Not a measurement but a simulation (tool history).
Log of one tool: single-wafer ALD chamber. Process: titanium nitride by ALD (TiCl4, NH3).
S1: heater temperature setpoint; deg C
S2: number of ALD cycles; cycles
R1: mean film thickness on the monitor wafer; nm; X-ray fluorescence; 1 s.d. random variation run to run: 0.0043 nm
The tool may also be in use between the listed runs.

run 1 hour=0.0 | S1=405 S2=76 NH3_pulse_time_(s)=1.98 | R1=1.6760
run 2 hour=7.2 | S1=399 S2=76 NH3_pulse_time_(s)=1.65 | R1=1.6434
run 3 hour=11.4 | S1=407 S2=76 NH3_pulse_time_(s)=1.65 | R1=1.6568
run 4 hour=16.4 | S1=407 S2=76 NH3_pulse_time_(s)=1.65 | R1=1.6585
run 5 hour=19.0 | S1=407 S2=78 NH3_pulse_time_(s)=1.65 | R1=1.7025
run 6 hour=26.0 | S1=407 S2=78 NH3_pulse_time_(s)=1.65 | R1=1.7067
run 7 hour=32.2 | S1=400 S2=77 NH3_pulse_time_(s)=1.40 | R1=1.6475

For run 8, what comes out?
run 8 hour=35.4 | S1=397 S2=77 NH3_pulse_time_(s)=1.22 | R1=?

Run 8 gave R1 1.6130 nm.
